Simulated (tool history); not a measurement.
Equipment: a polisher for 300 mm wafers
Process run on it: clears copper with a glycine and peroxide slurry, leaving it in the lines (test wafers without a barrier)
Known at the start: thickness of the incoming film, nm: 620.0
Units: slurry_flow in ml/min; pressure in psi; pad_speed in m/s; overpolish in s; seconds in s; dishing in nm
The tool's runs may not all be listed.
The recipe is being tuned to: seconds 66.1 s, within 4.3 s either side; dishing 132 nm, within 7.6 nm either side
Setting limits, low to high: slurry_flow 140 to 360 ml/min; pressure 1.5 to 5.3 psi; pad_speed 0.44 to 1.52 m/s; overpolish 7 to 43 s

| run | hour | slurry_flow | pressure | pad_speed | overpolish | seconds | dishing |
|---|---|---|---|---|---|---|---|
| 1 | 0 | 230 | 3.4 | 0.98 | 22 | 88.595 | 86.508 |
| 2 | 1.2 | 230 | 3.8 | 0.98 | 24 | 81.443 | 97.882 |
| 3 | 5.7 | 230 | 3.8 | 0.74 | 24 | 106.41 | 82.107 |
| 4 | 12.8 | 230 | 3.8 | 0.74 | 27 | 103.39 | 88.522 |
|  | 15.1 | worn pad replaced by a new one |
| 5 | 15.1 | 230 | 3.8 | 0.74 | 33 | 96.256 | 109.95 |
| 6 | 21.3 | 230 | 4.2 | 0.74 | 33 | 89.992 | 115.62 |
| 7 | 25.1 | 230 | 4.5 | 0.78 | 32 | 82.247 | 121.79 |
| 8 | 27.3 | 230 | 4.8 | 0.8 | 31 | 74.793 | 120.41 |

Exactly one of the 5 candidate moves below puts every result within its allowed miss. Which one?
| A | 29.5 | 230 | 5.3 | 0.88 | 30 | ? | ? |
| B | 29.5 | 240 | 5 | 0.76 | 31 | ? | ? |
| C | 29.5 | 195 | 5.2 | 0.9 | 25 | ? | ? |
| D | 29.5 | 215 | 4.8 | 0.78 | 25 | ? | ? |
| E | 29.5 | 210 | 4.2 | 0.82 | 36 | ? | ? |

| move | seconds | dishing |
|---|---|---|
| A | 63.072 | 131.32 |
| B | 74.585 | 121.24 |
| C | 64.251 | 115.67 |
| D | 76.332 | 103.05 |
| E | 81.127 | 124.43 |
A: all results in spec
B: no better and no worse than the last run
C: the furthest-off result lands on target, but another misses its tolerance
D: lands further from the targets than the last run did
E: lands further from the targets than the last run did
Move A is the one to make.
